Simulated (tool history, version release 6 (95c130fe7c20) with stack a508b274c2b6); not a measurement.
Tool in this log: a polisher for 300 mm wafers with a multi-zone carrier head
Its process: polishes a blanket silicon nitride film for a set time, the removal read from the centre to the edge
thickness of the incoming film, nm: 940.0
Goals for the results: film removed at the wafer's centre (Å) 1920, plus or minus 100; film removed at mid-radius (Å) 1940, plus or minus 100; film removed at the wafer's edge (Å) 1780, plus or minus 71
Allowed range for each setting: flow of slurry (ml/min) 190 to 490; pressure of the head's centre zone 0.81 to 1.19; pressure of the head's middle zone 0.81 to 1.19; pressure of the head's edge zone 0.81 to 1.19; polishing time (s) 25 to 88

| run | day | flow of slurry (ml/min) | pressure of the head's centre zone | pressure of the head's middle zone | pressure of the head's edge zone | polishing time (s) | film removed at the wafer's centre (Å) | film removed at mid-radius (Å) | film removed at the wafer's edge (Å) |
|---|---|---|---|---|---|---|---|---|---|
| 1 | 0 | 315 | 1 | 1 | 1 | 56 | 1152.7 | 1197.3 | 1172.2 |
| 2 | 0.312 | 345 | 1 | 1 | 1 | 56 | 1192.9 | 1192.9 | 1187.9 |
| 3 | 0.479 | 345 | 1.02 | 1.02 | 1.01 | 60 | 1286.6 | 1317.9 | 1267.1 |
| 4 | 0.821 | 350 | 1.03 | 1.03 | 1.02 | 64 | 1383.3 | 1408.8 | 1361.4 |
| 5 | 1.075 | 355 | 1.04 | 1.04 | 1.02 | 67 | 1465.4 | 1510.9 | 1416.6 |
| 6 | 1.346 | 355 | 1.04 | 1.04 | 1.02 | 80 | 1711.6 | 1747.1 | 1716.5 |
| 7 | 1.392 | 360 | 1.05 | 1.05 | 1.02 | 80 | 1823.3 | 1746.9 | 1739.9 |
| 8 | 1.725 | 365 | 1.05 | 1.07 | 1.02 | 80 | 1776.2 | 1825 | 1747.7 |
| 9 | 1.858 | 370 | 1.06 | 1.08 | 1.02 | 80 | 1859.1 | 1891.1 | 1709.8 |
| 10 | 2.183 | 370 | 1.06 | 1.08 | 1.03 | 80 | 1819.5 | 1856.3 | 1743.3 |

Next run, 5 choices. One meets every target within its allowed miss, the rest don't. Which?
| A | 2.508 | 310 | 0.95 | 1.03 | 1.03 | 87 | ? | ? | ? |
| B | 2.508 | 355 | 1.04 | 1.05 | 1.13 | 76 | ? | ? | ? |
| C | 2.508 | 330 | 1.13 | 0.97 | 1.07 | 82 | ? | ? | ? |
| D | 2.508 | 320 | 1.06 | 1.01 | 1.08 | 79 | ? | ? | ? |
| E | 2.508 | 365 | 1.08 | 1.07 | 1 | 84 | ? | ? | ? |

| move | film removed at the wafer's centre (Å) | film removed at mid-radius (Å) | film removed at the wafer's edge (Å) |
|---|---|---|---|
| A | 1679 | 1841.4 | 1873.3 |
| B | 1643.5 | 1667.2 | 1731.6 |
| C | 1904.5 | 1664.1 | 1810.2 |
| D | 1711.9 | 1651.7 | 1744.2 |
| E | 1895 | 1879.5 | 1816.7 |
A: misses by more than the last run did
B: misses by more than the last run did
C: brings the last run's worst result on target, with another outside its allowed miss
D: misses by more than the last run did
E: all results in spec
The right move is E.
